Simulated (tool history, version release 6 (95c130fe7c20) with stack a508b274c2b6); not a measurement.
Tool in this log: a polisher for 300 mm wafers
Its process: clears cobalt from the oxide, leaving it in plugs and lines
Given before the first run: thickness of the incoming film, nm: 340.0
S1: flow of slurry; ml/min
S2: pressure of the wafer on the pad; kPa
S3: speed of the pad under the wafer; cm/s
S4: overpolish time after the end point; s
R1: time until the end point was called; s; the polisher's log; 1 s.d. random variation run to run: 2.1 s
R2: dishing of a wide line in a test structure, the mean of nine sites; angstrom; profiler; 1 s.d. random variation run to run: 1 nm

| run | hour | S1 | S2 | S3 | S4 | R1 | R2 |
|---|---|---|---|---|---|---|---|
| 1 | 0.0 | 220 | 15.2 | 114 | 28 | 50.612 | 546.69 |
| 2 | 4.5 | 220 | 15.2 | 128 | 28 | 44.529 | 560.85 |
| 3 | 7.0 | 220 | 13.8 | 120 | 28 | 51.056 | 537.85 |
| 4 | 12.9 | 220 | 13.8 | 120 | 18 | 51.957 | 488.42 |
| 5 | 16.1 | 220 | 12.4 | 120 | 18 | 56.150 | 487.04 |
| 6 | 24.2 | 220 | 11.0 | 112 | 21 | 68.724 | 468.24 |
| 7 | 28.8 | 220 | 10.3 | 110 | 26 | 70.669 | 499.25 |
| 8 | 30.0 | 220 | 10.3 | 110 | 26 | 74.443 | 490.53 |
| 9 | 38.5 | 220 | 9.7 | 108 | 28 | 78.767 | 507.79 |
| 10 | 43.6 | 220 | 9.0 | 106 | 29 | 87.453 | 484.50 |

Estimate the outcome of run 11 from the log above:
| 11 | 46.6 | 220 | 8.3 | 106 | 31 | ? | ? |

R1: 94.286 s
R2: 484.10 angstrom
